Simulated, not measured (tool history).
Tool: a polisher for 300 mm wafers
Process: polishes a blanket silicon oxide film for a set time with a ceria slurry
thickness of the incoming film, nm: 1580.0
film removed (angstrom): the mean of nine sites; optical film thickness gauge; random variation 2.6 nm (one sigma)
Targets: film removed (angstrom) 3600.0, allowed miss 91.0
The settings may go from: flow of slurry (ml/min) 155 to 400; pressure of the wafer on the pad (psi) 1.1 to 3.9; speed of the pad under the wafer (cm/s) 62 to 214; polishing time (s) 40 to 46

| run | day | flow of slurry (ml/min) | pressure of the wafer on the pad (psi) | speed of the pad under the wafer (cm/s) | polishing time (s) | film removed (angstrom) |
|---|---|---|---|---|---|---|
| 1 | 0.000 | 255 | 2.5 | 138 | 46 | 2119.9 |
| 2 | 0.121 | 255 | 1.9 | 138 | 46 | 1623.4 |
| 3 | 0.429 | 225 | 1.9 | 138 | 46 | 1611.8 |
| 4 | 0.725 | 225 | 2.1 | 138 | 46 | 1774.5 |
| 5 | 0.883 | 225 | 2.3 | 138 | 46 | 1925.8 |
| 6 | 1.212 | 225 | 2.6 | 138 | 46 | 2166.5 |
| 7 | 1.279 | 255 | 3.3 | 140 | 46 | 2779.0 |
| 8 | 1.621 | 255 | 3.4 | 140 | 46 | 2907.9 |

5 next moves are on the table. One of them brings every result within its allowed miss. Which?
| A | 1.962 | 260 | 3.9 | 162 | 46 | ? |
| B | 1.962 | 185 | 3.3 | 202 | 43 | ? |
| C | 1.962 | 275 | 3.9 | 162 | 46 | ? |
| D | 1.962 | 155 | 3.2 | 184 | 46 | ? |
| E | 1.962 | 265 | 3.1 | 138 | 40 | ? |

| move | film removed (angstrom) |
|---|---|
| A | 3819.7 |
| B | 3609.4 |
| C | 3837.1 |
| D | 3374.2 |
| E | 2295.0 |
A: takes the result that was furthest off past its target
B: meets every target
C: takes the result that was furthest off past its target
D: nearer than the last run, and not there yet
E: further off than the last run
The right move is B.
